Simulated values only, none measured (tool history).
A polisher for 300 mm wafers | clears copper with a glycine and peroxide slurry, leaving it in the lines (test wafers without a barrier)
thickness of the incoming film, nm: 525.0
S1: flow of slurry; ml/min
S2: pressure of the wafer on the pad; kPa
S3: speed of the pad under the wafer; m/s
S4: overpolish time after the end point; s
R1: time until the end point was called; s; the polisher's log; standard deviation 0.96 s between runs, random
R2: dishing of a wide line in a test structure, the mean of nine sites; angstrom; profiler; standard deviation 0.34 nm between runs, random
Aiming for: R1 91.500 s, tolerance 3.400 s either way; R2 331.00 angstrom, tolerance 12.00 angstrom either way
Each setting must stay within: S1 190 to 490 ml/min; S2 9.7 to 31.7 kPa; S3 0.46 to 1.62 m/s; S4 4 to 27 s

run 1 hour=0.0 | S1=315 S2=20.7 S3=1.04 S4=14 | R1=91.485 R2=591.25
run 2 hour=8.8 | S1=315 S2=20.0 S3=1.06 S4=11 | R1=90.579 R2=482.97
run 3 hour=11.4 | S1=315 S2=20.0 S3=1.18 S4=11 | R1=84.325 R2=512.96
run 4 hour=12.0 | S1=315 S2=19.3 S3=1.18 S4=9 | R1=86.365 R2=431.52
run 5 hour=15.4 | S1=280 S2=19.3 S3=1.18 S4=9 | R1=87.687 R2=425.48
run 6 hour=19.8 | S1=280 S2=18.6 S3=1.20 S4=8 | R1=88.613 R2=378.15
run 7 hour=22.7 | S1=265 S2=18.6 S3=1.20 S4=8 | R1=87.432 R2=376.08
run 8 hour=23.5 | S1=265 S2=17.2 S3=1.20 S4=6 | R1=93.320 R2=274.65
run 9 hour=30.2 | S1=290 S2=17.2 S3=1.20 S4=6 | R1=94.197 R2=281.81

4 candidate next runs follow, results not yet known. Just one meets every target within its allowed miss. Identify it.
run A hour=36.9 | S1=335 S2=16.5 S3=1.16 S4=7 | R1=? R2=?
run B hour=36.9 | S1=300 S2=13.8 S3=1.38 S4=6 | R1=? R2=?
run C hour=36.9 | S1=265 S2=17.9 S3=1.22 S4=7 | R1=? R2=?
run D hour=36.9 | S1=270 S2=21.4 S3=1.06 S4=6 | R1=? R2=?

move=A R1=98.824 R2=310.78
move=B R1=99.340 R2=268.10
move=C R1=91.104 R2=333.95
move=D R1=89.067 R2=299.58
A: closes in on the targets versus the last run, not all within tolerance yet
B: its largest miss is bigger than the last run's
C: in spec on every target
D: closes in on the targets versus the last run, not all within tolerance yet
Correct choice: C, which meets every target
